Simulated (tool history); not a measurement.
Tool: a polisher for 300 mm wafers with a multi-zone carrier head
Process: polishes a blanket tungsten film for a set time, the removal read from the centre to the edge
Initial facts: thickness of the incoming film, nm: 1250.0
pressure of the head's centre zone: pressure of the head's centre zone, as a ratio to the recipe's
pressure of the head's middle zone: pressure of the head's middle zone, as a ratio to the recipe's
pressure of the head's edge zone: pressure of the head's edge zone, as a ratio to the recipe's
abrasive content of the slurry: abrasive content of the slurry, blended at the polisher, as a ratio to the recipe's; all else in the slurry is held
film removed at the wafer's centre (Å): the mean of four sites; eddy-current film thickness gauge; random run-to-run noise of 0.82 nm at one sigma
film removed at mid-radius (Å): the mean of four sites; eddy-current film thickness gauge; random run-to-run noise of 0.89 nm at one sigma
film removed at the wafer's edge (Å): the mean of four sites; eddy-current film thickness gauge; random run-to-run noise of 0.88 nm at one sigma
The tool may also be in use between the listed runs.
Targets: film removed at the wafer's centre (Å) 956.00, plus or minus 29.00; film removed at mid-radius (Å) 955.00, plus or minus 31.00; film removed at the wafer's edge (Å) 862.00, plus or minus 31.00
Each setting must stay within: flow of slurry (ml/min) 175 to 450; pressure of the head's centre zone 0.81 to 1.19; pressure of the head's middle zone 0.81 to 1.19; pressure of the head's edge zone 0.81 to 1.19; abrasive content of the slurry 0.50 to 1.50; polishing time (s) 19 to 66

| run | hour | flow of slurry (ml/min) | pressure of the head's centre zone | pressure of the head's middle zone | pressure of the head's edge zone | abrasive content of the slurry | polishing time (s) | film removed at the wafer's centre (Å) | film removed at mid-radius (Å) | film removed at the wafer's edge (Å) |
|---|---|---|---|---|---|---|---|---|---|---|
| 1 | 0.0 | 290 | 1.00 | 1.00 | 1.00 | 1.00 | 42 | 1734.50 | 1737.00 | 1745.40 |
| 2 | 6.2 | 295 | 1.01 | 1.01 | 0.96 | 0.85 | 36 | 1471.10 | 1449.80 | 1411.70 |
| 3 | 14.1 | 295 | 1.09 | 1.01 | 0.96 | 0.85 | 36 | 1564.30 | 1417.50 | 1431.60 |
| 4 | 18.2 | 300 | 1.06 | 1.01 | 0.93 | 0.75 | 32 | 1316.00 | 1231.20 | 1189.40 |
| 5 | 27.1 | 305 | 1.03 | 1.00 | 0.90 | 0.70 | 31 | 1219.00 | 1164.60 | 1148.10 |
| 6 | 29.6 | 305 | 1.03 | 1.02 | 0.88 | 0.65 | 29 | 1123.80 | 1085.20 | 1031.40 |
| 7 | 30.4 | 300 | 1.03 | 1.03 | 0.86 | 0.60 | 28 | 1063.00 | 1049.40 | 958.56 |
| 8 | 36.2 | 290 | 1.02 | 1.02 | 0.85 | 0.55 | 28 | 1031.10 | 1002.90 | 935.71 |
| 9 | 40.0 | 275 | 1.01 | 1.02 | 0.84 | 0.55 | 28 | 1010.40 | 1012.20 | 931.37 |
| 10 | 45.2 | 275 | 1.01 | 1.02 | 0.83 | 0.55 | 28 | 1004.20 | 999.78 | 920.40 |
| 11 | 49.5 | 270 | 1.01 | 1.02 | 0.82 | 0.55 | 28 | 995.81 | 999.52 | 905.39 |
| 12 | 53.6 | 260 | 1.01 | 1.02 | 0.82 | 0.55 | 28 | 999.46 | 993.56 | 914.77 |

Which of these 4 next moves meets every target?
| A | 57.7 | 260 | 1.05 | 1.19 | 0.81 | 0.50 | 27 | ? | ? | ? |
| B | 57.7 | 275 | 0.97 | 1.01 | 0.82 | 0.60 | 28 | ? | ? | ? |
| C | 57.7 | 250 | 1.02 | 1.05 | 0.81 | 0.50 | 30 | ? | ? | ? |
| D | 57.7 | 255 | 1.05 | 1.08 | 0.87 | 0.70 | 24 | ? | ? | ? |

| move | film removed at the wafer's centre (Å) | film removed at mid-radius (Å) | film removed at the wafer's edge (Å) |
|---|---|---|---|
| A | 974.42 | 1044.20 | 855.04 |
| B | 991.87 | 993.36 | 941.38 |
| C | 1047.60 | 1037.00 | 948.24 |
| D | 941.08 | 928.65 | 855.05 |
A: brings the result that was furthest off to its target, and leaves another outside
B: further off than the last run
C: further off than the last run
D: meets every target
D meets every target.

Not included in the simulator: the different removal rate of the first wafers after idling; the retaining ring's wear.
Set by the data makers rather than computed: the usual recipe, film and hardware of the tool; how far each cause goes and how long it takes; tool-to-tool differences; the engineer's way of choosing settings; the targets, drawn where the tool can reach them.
